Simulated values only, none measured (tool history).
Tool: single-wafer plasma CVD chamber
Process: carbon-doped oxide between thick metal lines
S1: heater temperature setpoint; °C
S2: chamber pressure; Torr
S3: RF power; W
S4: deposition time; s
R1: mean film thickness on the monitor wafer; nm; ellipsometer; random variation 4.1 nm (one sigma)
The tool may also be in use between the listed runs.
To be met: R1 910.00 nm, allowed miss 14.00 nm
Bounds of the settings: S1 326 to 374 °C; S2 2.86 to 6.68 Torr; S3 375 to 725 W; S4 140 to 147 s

run 1 hour=0.0 | S1=350 S2=4.77 S3=550 S4=147 | R1=759.06
run 2 hour=3.4 | S1=350 S2=4.77 S3=605 S4=147 | R1=798.83
run 3 hour=6.1 | S1=346 S2=5.27 S3=620 S4=147 | R1=838.33
run 4 hour=8.2 | S1=346 S2=6.03 S3=620 S4=147 | R1=862.21
run 5 hour=16.5 | S1=346 S2=6.03 S3=570 S4=147 | R1=812.02
run 6 hour=17.7 | S1=343 S2=6.23 S3=590 S4=147 | R1=841.35
run 7 hour=26.3 | S1=341 S2=6.37 S3=605 S4=147 | R1=861.94
run 8 hour=31.7 | S1=340 S2=6.47 S3=615 S4=147 | R1=882.47

5 next moves are on the table. One of them brings every result within its allowed miss. Which?
run A hour=37.1 | S1=334 S2=5.97 S3=630 S4=144 | R1=?
run B hour=37.1 | S1=331 S2=6.62 S3=600 S4=140 | R1=?
run C hour=37.1 | S1=341 S2=6.35 S3=625 S4=147 | R1=?
run D hour=37.1 | S1=346 S2=6.28 S3=725 S4=146 | R1=?
run E hour=37.1 | S1=338 S2=6.40 S3=645 S4=147 | R1=?

move=A R1=876.57
move=B R1=846.54
move=C R1=875.17
move=D R1=928.96
move=E R1=900.74
A: further off than the last run
B: further off than the last run
C: further off than the last run
D: takes the result that was furthest off past its target
E: meets every target
Move E is the one to make.

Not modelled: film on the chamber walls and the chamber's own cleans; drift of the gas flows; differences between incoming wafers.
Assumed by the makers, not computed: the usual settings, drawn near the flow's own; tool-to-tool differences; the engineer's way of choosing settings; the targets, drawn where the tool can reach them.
